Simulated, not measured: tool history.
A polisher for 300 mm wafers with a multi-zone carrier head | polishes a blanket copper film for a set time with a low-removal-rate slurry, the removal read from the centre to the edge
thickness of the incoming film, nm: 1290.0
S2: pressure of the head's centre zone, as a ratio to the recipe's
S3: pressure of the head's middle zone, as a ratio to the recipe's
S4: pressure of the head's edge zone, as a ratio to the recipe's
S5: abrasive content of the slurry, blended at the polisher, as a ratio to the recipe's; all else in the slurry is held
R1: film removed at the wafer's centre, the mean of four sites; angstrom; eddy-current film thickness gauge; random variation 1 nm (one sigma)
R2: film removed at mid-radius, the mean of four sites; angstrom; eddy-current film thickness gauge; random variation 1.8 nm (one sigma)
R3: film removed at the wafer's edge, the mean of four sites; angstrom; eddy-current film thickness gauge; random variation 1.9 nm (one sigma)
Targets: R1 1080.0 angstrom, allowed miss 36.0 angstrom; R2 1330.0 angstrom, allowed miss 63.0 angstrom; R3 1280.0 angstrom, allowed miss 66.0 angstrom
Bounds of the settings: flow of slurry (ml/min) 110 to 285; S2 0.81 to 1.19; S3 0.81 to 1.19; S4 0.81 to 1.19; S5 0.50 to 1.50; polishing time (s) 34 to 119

run 1 hour=0.0 | flow_of_slurry_(ml/min)=180 S2=1.00 S3=1.00 S4=1.00 S5=1.00 polishing_time_(s)=76 | R1=1367.6 R2=1423.8 R3=1430.9
run 2 hour=5.7 | flow_of_slurry_(ml/min)=180 S2=1.00 S3=1.07 S4=1.00 S5=1.00 polishing_time_(s)=76 | R1=1380.9 R2=1500.5 R3=1450.4
run 3 hour=10.9 | flow_of_slurry_(ml/min)=180 S2=1.07 S3=1.07 S4=1.00 S5=1.00 polishing_time_(s)=76 | R1=1445.8 R2=1505.2 R3=1414.0
run 4 hour=11.7 | flow_of_slurry_(ml/min)=175 S2=1.03 S3=1.08 S4=0.99 S5=0.95 polishing_time_(s)=75 | R1=1377.4 R2=1501.6 R3=1390.5
run 5 hour=12.6 | flow_of_slurry_(ml/min)=170 S2=1.00 S3=1.07 S4=0.99 S5=0.90 polishing_time_(s)=74 | R1=1294.1 R2=1413.8 R3=1355.8
run 6 hour=17.9 | flow_of_slurry_(ml/min)=165 S2=0.97 S3=1.08 S4=0.98 S5=0.85 polishing_time_(s)=74 | R1=1214.3 R2=1405.8 R3=1304.6
run 7 hour=20.8 | flow_of_slurry_(ml/min)=160 S2=0.95 S3=1.08 S4=0.98 S5=0.85 polishing_time_(s)=74 | R1=1212.5 R2=1396.1 R3=1328.2
run 8 hour=22.7 | flow_of_slurry_(ml/min)=155 S2=0.93 S3=1.08 S4=0.98 S5=0.85 polishing_time_(s)=74 | R1=1151.0 R2=1382.5 R3=1317.0
run 9 hour=27.8 | flow_of_slurry_(ml/min)=150 S2=0.93 S3=1.08 S4=0.98 S5=0.85 polishing_time_(s)=74 | R1=1133.9 R2=1376.4 R3=1284.2
run 10 hour=33.3 | flow_of_slurry_(ml/min)=145 S2=0.93 S3=1.07 S4=0.99 S5=0.85 polishing_time_(s)=74 | R1=1138.8 R2=1319.4 R3=1298.1
run 11 hour=36.0 | flow_of_slurry_(ml/min)=145 S2=0.92 S3=1.08 S4=0.99 S5=0.85 polishing_time_(s)=74 | R1=1122.7 R2=1402.8 R3=1280.7

5 next moves are on the table. One of them brings every result within its allowed miss. Which?
run A hour=38.7 | flow_of_slurry_(ml/min)=110 S2=1.01 S3=1.18 S4=0.87 S5=0.85 polishing_time_(s)=71 | R1=? R2=? R3=?
run B hour=38.7 | flow_of_slurry_(ml/min)=225 S2=0.87 S3=0.92 S4=0.97 S5=0.75 polishing_time_(s)=70 | R1=? R2=? R3=?
run C hour=38.7 | flow_of_slurry_(ml/min)=160 S2=0.96 S3=1.14 S4=0.98 S5=0.80 polishing_time_(s)=73 | R1=? R2=? R3=?
run D hour=38.7 | flow_of_slurry_(ml/min)=185 S2=0.87 S3=1.03 S4=0.94 S5=0.65 polishing_time_(s)=76 | R1=? R2=? R3=?
run E hour=38.7 | flow_of_slurry_(ml/min)=130 S2=0.92 S3=1.19 S4=1.05 S5=1.05 polishing_time_(s)=71 | R1=? R2=? R3=?

move=A R1=1087.2 R2=1347.7 R3=1145.3
move=B R1=1066.9 R2=1221.7 R3=1276.1
move=C R1=1164.8 R2=1456.4 R3=1291.5
move=D R1=1085.8 R2=1371.6 R3=1297.9
move=E R1=1089.4 R2=1484.8 R3=1318.6
A: brings the result that was furthest off to its target, and leaves another outside
B: brings the result that was furthest off to its target, and leaves another outside
C: further off than the last run
D: meets every target
E: brings the result that was furthest off to its target, and leaves another outside
Move D is the one to make.

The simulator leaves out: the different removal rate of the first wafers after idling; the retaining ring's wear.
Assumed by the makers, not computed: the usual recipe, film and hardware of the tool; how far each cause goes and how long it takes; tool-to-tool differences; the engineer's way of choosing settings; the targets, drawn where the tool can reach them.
